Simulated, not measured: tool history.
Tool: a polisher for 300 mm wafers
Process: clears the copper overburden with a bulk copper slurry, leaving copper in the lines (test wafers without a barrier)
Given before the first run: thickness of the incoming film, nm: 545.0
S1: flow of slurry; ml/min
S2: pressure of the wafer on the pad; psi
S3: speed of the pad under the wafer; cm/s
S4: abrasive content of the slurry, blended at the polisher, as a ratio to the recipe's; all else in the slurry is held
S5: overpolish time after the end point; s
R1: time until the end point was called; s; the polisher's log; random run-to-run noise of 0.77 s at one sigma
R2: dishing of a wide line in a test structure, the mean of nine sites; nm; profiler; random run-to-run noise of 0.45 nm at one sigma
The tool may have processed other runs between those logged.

| run | hour | S1 | S2 | S3 | S4 | S5 | R1 | R2 |
|---|---|---|---|---|---|---|---|---|
| 1 | 0 | 295 | 2 | 114 | 1 | 9 | 81.406 | 36.461 |
| 2 | 3.8 | 295 | 2.3 | 114 | 1 | 9 | 75.561 | 40.083 |
| 3 | 8.9 | 295 | 1.9 | 114 | 1 | 9 | 83.879 | 35.286 |
| 4 | 10.7 | 295 | 1.9 | 114 | 1 | 12 | 83.652 | 45.435 |
| 5 | 17.4 | 295 | 1.9 | 114 | 1 | 15 | 84.456 | 54.221 |
| 6 | 23.4 | 300 | 1.8 | 114 | 1 | 14 | 85.7 | 49.409 |
| 7 | 28.8 | 275 | 1.5 | 114 | 1 | 12 | 97.915 | 39.273 |
| 8 | 35 | 285 | 1.5 | 114 | 1 | 12 | 96.572 | 39.907 |
| 9 | 37.2 | 295 | 1.5 | 114 | 1 | 12 | 95.956 | 39.917 |

Run 10 is up next; what results do you expect?
| 10 | 39.5 | 305 | 1.5 | 114 | 1 | 12 | ? | ? |

{"run 10": {"R1": 94.751, "R2": 40.514}}
